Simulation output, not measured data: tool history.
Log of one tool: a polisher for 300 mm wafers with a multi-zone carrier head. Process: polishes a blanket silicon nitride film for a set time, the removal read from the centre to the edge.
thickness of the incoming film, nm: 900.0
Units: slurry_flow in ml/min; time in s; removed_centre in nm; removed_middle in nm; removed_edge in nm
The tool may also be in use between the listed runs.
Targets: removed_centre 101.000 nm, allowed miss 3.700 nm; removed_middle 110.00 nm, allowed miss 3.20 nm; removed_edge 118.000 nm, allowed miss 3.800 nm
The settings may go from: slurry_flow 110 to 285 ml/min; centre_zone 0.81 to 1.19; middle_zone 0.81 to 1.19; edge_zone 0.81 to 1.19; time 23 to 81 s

| run | hour | slurry_flow | centre_zone | middle_zone | edge_zone | time | removed_centre | removed_middle | removed_edge |
|---|---|---|---|---|---|---|---|---|---|
| 1 | 0.0 | 180 | 1.00 | 1.00 | 1.00 | 52 | 134.770 | 134.10 | 131.650 |
| 2 | 5.8 | 170 | 0.96 | 0.98 | 0.99 | 51 | 124.840 | 129.10 | 128.560 |
| 3 | 14.0 | 165 | 0.94 | 0.96 | 0.98 | 50 | 122.560 | 123.53 | 123.590 |
| 4 | 18.1 | 160 | 0.91 | 0.95 | 0.99 | 49 | 115.810 | 119.17 | 120.850 |
| 5 | 26.9 | 155 | 0.89 | 0.94 | 1.00 | 49 | 110.640 | 118.00 | 121.730 |
| 6 | 29.4 | 155 | 0.89 | 0.94 | 1.00 | 42 | 96.599 | 100.12 | 106.110 |
| 7 | 37.2 | 165 | 0.89 | 0.95 | 1.02 | 42 | 97.995 | 102.22 | 107.600 |
| 8 | 45.6 | 175 | 0.89 | 0.96 | 1.04 | 42 | 97.904 | 104.15 | 108.000 |
| 9 | 52.0 | 175 | 0.89 | 0.96 | 1.04 | 42 | 101.340 | 104.91 | 108.290 |
| 10 | 53.9 | 170 | 0.88 | 0.96 | 1.06 | 43 | 102.290 | 105.94 | 111.160 |

4 next moves are on the table. One of them brings every result within its allowed miss. Which?
| A | 55.8 | 170 | 0.83 | 0.93 | 1.05 | 46 | ? | ? | ? |
| B | 55.8 | 175 | 0.93 | 0.99 | 1.00 | 42 | ? | ? | ? |
| C | 55.8 | 270 | 1.03 | 1.08 | 1.15 | 37 | ? | ? | ? |
| D | 55.8 | 240 | 1.01 | 1.03 | 0.98 | 38 | ? | ? | ? |

| move | removed_centre | removed_middle | removed_edge |
|---|---|---|---|
| A | 101.950 | 110.57 | 118.570 |
| B | 102.290 | 106.86 | 106.190 |
| C | 104.350 | 107.33 | 104.070 |
| D | 103.900 | 104.49 | 98.363 |
A: meets every target
B: further off than the last run
C: further off than the last run
D: further off than the last run
Answer: A
